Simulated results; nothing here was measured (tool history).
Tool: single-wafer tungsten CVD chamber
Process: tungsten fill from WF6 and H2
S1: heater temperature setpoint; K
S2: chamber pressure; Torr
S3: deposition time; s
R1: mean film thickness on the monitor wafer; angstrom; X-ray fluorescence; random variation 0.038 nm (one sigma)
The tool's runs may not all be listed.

Run 1, hour 0: S1 643.15 K, S2 45.9 Torr, S3 11.6 s. Result: R1 228.96 angstrom.
Run 2, hour 4.1: S1 640.15 K, S2 45.8 Torr, S3 11.6 s. Result: R1 213.26 angstrom.
Run 3, hour 11.8: S1 638.15 K, S2 45.7 Torr, S3 11.6 s. Result: R1 203.72 angstrom.
Run 4, hour 15.2: S1 638.15 K, S2 45.7 Torr, S3 11.6 s. Result: R1 203.62 angstrom.
Run 5, hour 19.1: S1 637.15 K, S2 45.7 Torr, S3 11.6 s. Result: R1 198.58 angstrom.
Run 6, hour 27.8: S1 636.15 K, S2 45.7 Torr, S3 11.6 s. Result: R1 194.57 angstrom.

Expected results for the next run?
Run 7, hour 31.1: S1 635.15 K, S2 45.7 Torr, S3 11.6 s. Result: R1 ?.

Run 7 produced R1 189.9 angstrom.
